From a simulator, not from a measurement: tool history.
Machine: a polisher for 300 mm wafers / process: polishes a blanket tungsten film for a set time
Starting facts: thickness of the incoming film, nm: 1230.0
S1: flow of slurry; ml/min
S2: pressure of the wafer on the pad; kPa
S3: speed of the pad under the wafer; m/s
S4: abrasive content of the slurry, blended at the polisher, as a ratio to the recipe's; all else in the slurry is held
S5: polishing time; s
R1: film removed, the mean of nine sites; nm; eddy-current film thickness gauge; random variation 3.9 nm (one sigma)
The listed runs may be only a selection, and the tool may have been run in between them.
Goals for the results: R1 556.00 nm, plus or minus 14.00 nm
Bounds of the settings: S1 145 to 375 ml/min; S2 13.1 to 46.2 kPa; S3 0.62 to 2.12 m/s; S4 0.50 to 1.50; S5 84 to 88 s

run,day,S1,S2,S3,S4,S5,R1
1,0.000,240,29.6,1.36,1.00,84,748.85
2,0.067,235,28.3,1.36,1.00,84,724.01
3,0.317,235,28.3,1.22,1.00,84,664.75
4,0.358,190,28.3,1.22,1.00,84,658.90
5,0.538,190,28.3,1.46,1.00,84,734.14
6,0.796,185,26.9,1.46,1.00,84,698.95
7,1.033,185,25.5,1.46,1.00,84,668.74
8,1.067,185,24.8,1.46,1.00,84,645.06
9,1.179,185,24.1,1.46,1.00,84,634.81
10,1.450,185,23.4,1.46,1.00,84,612.51
11,1.608,185,22.8,1.46,1.00,84,605.35
12,1.971,175,20.0,1.46,1.00,84,531.42
13,2.096,180,20.0,1.46,1.00,84,521.50

Which single option among these 4 for the next run brings every result within its allowed miss of target? Just one does.
A,2.221,265,20.7,1.38,0.90,88,?
B,2.221,145,22.1,1.20,1.10,88,?
C,2.221,195,19.3,1.76,0.95,85,?
D,2.221,225,20.7,1.28,1.10,85,?

move,R1
A,548.33
B,527.96
C,582.16
D,517.71
A: all results in spec
B: closer than the last run, but not yet in spec
C: moves the result that the last run missed by most past its target, out the other side
D: lands further from the targets than the last run did
Move A is the one to make.
